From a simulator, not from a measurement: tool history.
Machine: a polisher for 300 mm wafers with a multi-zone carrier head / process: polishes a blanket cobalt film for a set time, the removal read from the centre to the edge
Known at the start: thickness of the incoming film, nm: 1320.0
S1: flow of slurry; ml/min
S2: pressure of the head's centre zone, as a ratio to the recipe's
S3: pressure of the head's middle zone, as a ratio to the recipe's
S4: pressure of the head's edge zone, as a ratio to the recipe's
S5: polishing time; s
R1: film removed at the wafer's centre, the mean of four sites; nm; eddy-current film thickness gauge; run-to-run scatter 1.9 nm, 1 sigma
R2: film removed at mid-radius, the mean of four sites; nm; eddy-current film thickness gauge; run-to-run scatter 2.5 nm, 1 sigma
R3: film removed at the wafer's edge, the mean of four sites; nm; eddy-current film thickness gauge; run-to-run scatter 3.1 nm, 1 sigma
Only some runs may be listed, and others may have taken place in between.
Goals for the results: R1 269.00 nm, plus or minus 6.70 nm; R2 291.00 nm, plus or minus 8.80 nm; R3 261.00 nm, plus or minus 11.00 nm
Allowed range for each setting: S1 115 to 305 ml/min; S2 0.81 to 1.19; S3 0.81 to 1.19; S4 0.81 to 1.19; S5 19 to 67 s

run  hour   S1    S2    S3    S4  S5      R1      R2      R3
  1   0.0  195  1.00  1.00  1.00  43  167.46  174.09  171.46
  2   3.5  195  1.00  0.96  1.00  43  167.99  169.22  171.36
  3  11.6  205  1.01  0.99  1.01  45  178.53  183.36  179.76
  4  13.6  205  1.02  1.01  1.03  47  192.77  193.49  193.86
  5  21.6  205  1.02  1.05  1.03  47  190.06  200.89  190.83
  6  24.9  205  1.02  1.05  1.03  52  212.09  219.58  207.75
  7  31.5  215  1.03  1.07  1.05  53  217.80  230.85  216.32
  8  35.5  220  1.04  1.08  1.07  54  224.00  236.03  219.39
  9  43.4  220  1.04  1.09  1.08  55  230.51  241.10  233.22
 10  46.2  225  1.05  1.10  1.08  56  237.86  249.91  231.05
 11  47.8  225  1.05  1.11  1.09  57  240.20  257.23  238.53
 12  52.4  225  1.05  1.11  1.09  57  244.99  258.83  242.83
 13  60.1  230  1.06  1.12  1.10  57  243.22  257.78  244.38
 14  64.9  230  1.06  1.12  1.10  57  243.20  256.73  241.37
     69.9  -- worn pad replaced by a new one
 15  69.9  230  1.06  1.13  1.10  57  261.28  280.72  259.93

4 next moves are on the table. One of them brings every result within its allowed miss. Which?
  A  74.9  260  0.99  1.13  1.04  56   ?   ?   ?
  B  74.9  260  1.16  1.19  1.19  52   ?   ?   ?
  C  74.9  220  1.05  1.09  1.04  57   ?   ?   ?
  D  74.9  220  1.05  1.13  1.05  59   ?   ?   ?

move      R1      R2      R3
   A  250.46  280.71  257.48
   B  272.48  271.40  255.61
   C  263.90  271.70  258.03
   D  273.23  289.40  268.20
A: the biggest miss grows against the last run
B: the biggest miss grows against the last run
C: the biggest miss grows against the last run
D: hits every target within its allowed miss
Answer: D
